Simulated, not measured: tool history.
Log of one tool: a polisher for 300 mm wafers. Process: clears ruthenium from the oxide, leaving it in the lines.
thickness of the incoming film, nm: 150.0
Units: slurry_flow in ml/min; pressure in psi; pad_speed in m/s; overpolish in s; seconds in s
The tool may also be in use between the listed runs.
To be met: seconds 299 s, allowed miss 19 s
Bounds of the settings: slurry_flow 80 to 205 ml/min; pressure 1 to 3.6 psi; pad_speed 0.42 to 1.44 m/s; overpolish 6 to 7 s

| run | hour | slurry_flow | pressure | pad_speed | overpolish | seconds |
|---|---|---|---|---|---|---|
| 1 | 0 | 135 | 2.3 | 0.92 | 7 | 151.66 |
| 2 | 4.6 | 135 | 2 | 0.9 | 7 | 171.42 |
| 3 | 8.4 | 135 | 1.8 | 0.86 | 7 | 200.93 |
| 4 | 15.6 | 135 | 1.6 | 0.84 | 7 | 233.06 |
| 5 | 17.1 | 155 | 1.6 | 0.84 | 7 | 216.65 |
| 6 | 22.6 | 150 | 1.5 | 0.84 | 7 | 236.62 |
| 7 | 25.6 | 150 | 1.4 | 0.84 | 7 | 254.73 |
| 8 | 32.7 | 150 | 1.3 | 0.84 | 7 | 275.44 |

Which of these 4 next moves meets every target?
| A | 39.8 | 175 | 1.1 | 0.88 | 7 | ? |
| B | 39.8 | 115 | 1.6 | 0.76 | 6 | ? |
| C | 39.8 | 155 | 1.4 | 0.84 | 7 | ? |
| D | 39.8 | 145 | 1.4 | 0.86 | 7 | ? |

| move | seconds |
|---|---|
| A | 291.37 |
| B | 262.55 |
| C | 249.24 |
| D | 247.63 |
A: meets every target
B: further off than the last run
C: further off than the last run
D: further off than the last run
Answer: A
